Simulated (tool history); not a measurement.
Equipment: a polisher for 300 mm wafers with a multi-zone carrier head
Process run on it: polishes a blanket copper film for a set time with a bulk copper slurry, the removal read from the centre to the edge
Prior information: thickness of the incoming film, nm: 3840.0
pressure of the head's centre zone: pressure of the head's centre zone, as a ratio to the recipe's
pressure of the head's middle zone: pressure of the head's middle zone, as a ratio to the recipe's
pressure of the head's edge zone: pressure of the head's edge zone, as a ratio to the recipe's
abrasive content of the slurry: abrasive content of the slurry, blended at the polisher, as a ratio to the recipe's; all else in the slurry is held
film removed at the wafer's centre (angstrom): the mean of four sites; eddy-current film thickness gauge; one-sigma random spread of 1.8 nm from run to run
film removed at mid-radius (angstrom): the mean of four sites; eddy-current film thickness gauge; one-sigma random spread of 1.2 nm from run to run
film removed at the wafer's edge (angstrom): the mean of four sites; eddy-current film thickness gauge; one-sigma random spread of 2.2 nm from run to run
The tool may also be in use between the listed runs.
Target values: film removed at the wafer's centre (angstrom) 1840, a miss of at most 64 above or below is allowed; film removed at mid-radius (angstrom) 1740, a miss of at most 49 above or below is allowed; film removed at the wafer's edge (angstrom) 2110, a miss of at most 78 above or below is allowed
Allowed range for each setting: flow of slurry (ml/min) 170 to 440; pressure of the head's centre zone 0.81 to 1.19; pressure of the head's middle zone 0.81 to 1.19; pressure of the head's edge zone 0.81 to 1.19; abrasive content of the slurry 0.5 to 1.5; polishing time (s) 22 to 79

run	hour	flow of slurry (ml/min)	pressure of the head's centre zone	pressure of the head's middle zone	pressure of the head's edge zone	abrasive content of the slurry	polishing time (s)	film removed at the wafer's centre (angstrom)	film removed at mid-radius (angstrom)	film removed at the wafer's edge (angstrom)
1	0	280	1	1	1	1	50	2533.1	2532.2	2666.4
2	5	280	1	0.92	1	1	50	2509.3	2359	2629.4
3	10.4	310	1	0.92	1	1	50	2573.1	2382	2691.4
4	12.5	305	0.99	0.91	1	0.95	49	2462.4	2317.5	2594.5
# hour 14.4: worn pad replaced by a new one
5	14.4	305	0.99	1	1	0.95	49	2730.6	2799.7	2890.7
6	19.2	290	0.99	0.98	1.01	0.95	49	2726.7	2717	2883.6
7	22.6	275	0.98	0.96	1	0.95	49	2693.4	2673.7	2888.4
8	24.8	270	0.97	0.95	1	1	48	2582.7	2579.8	2796.4
9	30.7	265	0.96	0.93	1	1.05	46	2547.3	2432.6	2704.8
10	36.6	260	0.97	0.92	1.01	1	44	2377.1	2329.9	2604.3

4 candidate next runs follow, results not yet known. Just one meets every target within its allowed miss. Identify it.
A	42.5	170	0.88	0.81	1.09	1.05	39	?	?	?
B	42.5	290	0.93	0.86	1.06	0.9	35	?	?	?
C	42.5	280	0.99	0.85	1.03	1.1	35	?	?	?
D	42.5	235	0.89	0.89	1.09	0.95	37	?	?	?

move	film removed at the wafer's centre (angstrom)	film removed at mid-radius (angstrom)	film removed at the wafer's edge (angstrom)
A	1818.3	1738.3	2300.9
B	1828.5	1736	2111.3
C	1979	1766.9	2141.9
D	1826.2	1854.8	2236.7
A: the furthest-off result lands on target, but another misses its tolerance
B: hits every target within its allowed miss
C: the furthest-off result lands on target, but another misses its tolerance
D: moves toward the targets from the last run without getting all of them in spec
The right move is B.
